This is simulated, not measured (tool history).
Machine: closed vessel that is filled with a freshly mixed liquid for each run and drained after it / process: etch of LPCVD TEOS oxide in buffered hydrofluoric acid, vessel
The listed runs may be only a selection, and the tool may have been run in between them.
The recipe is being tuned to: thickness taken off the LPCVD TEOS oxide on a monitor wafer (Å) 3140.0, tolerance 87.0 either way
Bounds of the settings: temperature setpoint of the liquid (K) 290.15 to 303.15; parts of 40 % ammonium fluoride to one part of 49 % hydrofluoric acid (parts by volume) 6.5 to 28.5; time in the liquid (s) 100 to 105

run	hour	temperature setpoint of the liquid (K)	parts of 40 % ammonium fluoride to one part of 49 % hydrofluoric acid (parts by volume)	time in the liquid (s)	thickness taken off the LPCVD TEOS oxide on a monitor wafer (Å)
1	0.0	295.15	17.5	100	1375.7
2	2.2	296.65	16.5	100	1577.3
3	7.8	294.15	16.5	100	1365.9
4	8.7	295.65	15.5	100	1593.7
# hour 17.4: hydrofluoric acid flow meter replaced
5	17.4	292.15	15.5	100	1219.0
6	17.9	292.15	15.5	105	1279.4
7	18.7	296.15	10.0	105	2427.4
8	20.0	296.65	10.0	105	2531.5

4 candidate next runs follow, results not yet known. Just one meets every target within its allowed miss. Identify it.
A	21.3	297.15	7.5	105	?
B	21.3	299.65	10.5	105	?
C	21.3	298.15	8.5	105	?
D	21.3	298.65	9.0	105	?

move	thickness taken off the LPCVD TEOS oxide on a monitor wafer (Å)
A	3374.5
B	2829.8
C	3111.4
D	3004.4
A: carries the result that was furthest off beyond its target, to the other side
B: nearer than the last run, and not there yet
C: every result within its allowed miss
D: nearer than the last run, and not there yet
The right move is C.
